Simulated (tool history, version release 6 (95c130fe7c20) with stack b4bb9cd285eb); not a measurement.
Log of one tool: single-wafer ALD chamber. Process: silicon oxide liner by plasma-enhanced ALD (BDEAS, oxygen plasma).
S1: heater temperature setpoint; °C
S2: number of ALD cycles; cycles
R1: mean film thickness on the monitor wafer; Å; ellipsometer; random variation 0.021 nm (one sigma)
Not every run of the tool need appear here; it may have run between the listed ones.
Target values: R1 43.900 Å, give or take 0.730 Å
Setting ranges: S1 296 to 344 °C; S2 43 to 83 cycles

Run 1, day 0.000: S1 320 °C, S2 63 cycles. Result: R1 58.953 Å.
Run 2, day 0.271: S1 320 °C, S2 61 cycles. Result: R1 56.679 Å.
Run 3, day 0.321: S1 327 °C, S2 61 cycles. Result: R1 56.361 Å.
Run 4, day 0.388: S1 327 °C, S2 65 cycles. Result: R1 60.198 Å.
Run 5, day 0.508: S1 327 °C, S2 63 cycles. Result: R1 58.564 Å.
Run 6, day 0.729: S1 327 °C, S2 67 cycles. Result: R1 62.178 Å.
Run 7, day 0.975: S1 327 °C, S2 64 cycles. Result: R1 59.478 Å.
Run 8, day 1.012: S1 327 °C, S2 62 cycles. Result: R1 56.892 Å.

5 next moves are on the table. One of them brings every result within its allowed miss. Which?
Run A, day 1.050: S1 330 °C, S2 50 cycles. Result: R1 ?.
Run B, day 1.050: S1 339 °C, S2 46 cycles. Result: R1 ?.
Run C, day 1.050: S1 319 °C, S2 47 cycles. Result: R1 ?.
Run D, day 1.050: S1 327 °C, S2 46 cycles. Result: R1 ?.
Run E, day 1.050: S1 319 °C, S2 45 cycles. Result: R1 ?.

move      R1
   A  45.526
   B  41.401
   C  43.398
   D  42.045
   E  41.551
A: an improvement on the last run, though not all results are within tolerance
B: takes the biggest miss from the last run beyond its target
C: all results in spec
D: takes the biggest miss from the last run beyond its target
E: takes the biggest miss from the last run beyond its target
Correct choice: C, which meets every target

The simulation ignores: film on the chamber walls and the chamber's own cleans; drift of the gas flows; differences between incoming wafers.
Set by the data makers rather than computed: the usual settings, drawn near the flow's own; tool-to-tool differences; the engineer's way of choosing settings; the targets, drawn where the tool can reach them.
